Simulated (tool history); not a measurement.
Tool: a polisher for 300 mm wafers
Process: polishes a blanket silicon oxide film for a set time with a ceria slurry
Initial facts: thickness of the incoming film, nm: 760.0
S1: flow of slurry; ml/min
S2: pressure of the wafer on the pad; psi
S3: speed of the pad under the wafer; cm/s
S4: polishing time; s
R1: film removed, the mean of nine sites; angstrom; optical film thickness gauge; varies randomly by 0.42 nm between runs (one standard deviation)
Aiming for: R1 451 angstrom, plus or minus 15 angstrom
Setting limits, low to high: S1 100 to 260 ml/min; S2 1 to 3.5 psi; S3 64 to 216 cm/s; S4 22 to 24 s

run  hour   S1   S2   S3  S4      R1
  1     0  165  2.2  140  24  982.89
  2   0.6  160  1.8  130  24  758.61
  3   7.5  200  1.8  130  24  774.38
  4  15.7  200  1.5  122  24  619.21
  5  22.5  160  1.5  122  24  591.36
  6  30.1  160  1.5  122  22  551.89
  7  35.6  150  1.4  122  22  513.54
  8  41.2  140  1.3  122  22  475.43
  9  48.7  135  1.3  122  22  477.86
 10  56.5  130  1.3  122  22  472.79
 11  64.3  125  1.3  122  22  470.19

Which single option among these 4 for the next run brings every result within its allowed miss of target? Just one does.
  A  72.1  100    1  156  23   ?
  B  72.1  135  1.1  114  24   ?
  C  72.1  130  1.1  124  22   ?
  D  72.1  115  1.3  124  23   ?

move      R1
   A  453.21
   B  420.62
   C  409.64
   D  490.63
A: all results in spec
B: takes the biggest miss from the last run beyond its target
C: takes the biggest miss from the last run beyond its target
D: misses by more than the last run did
Answer: A
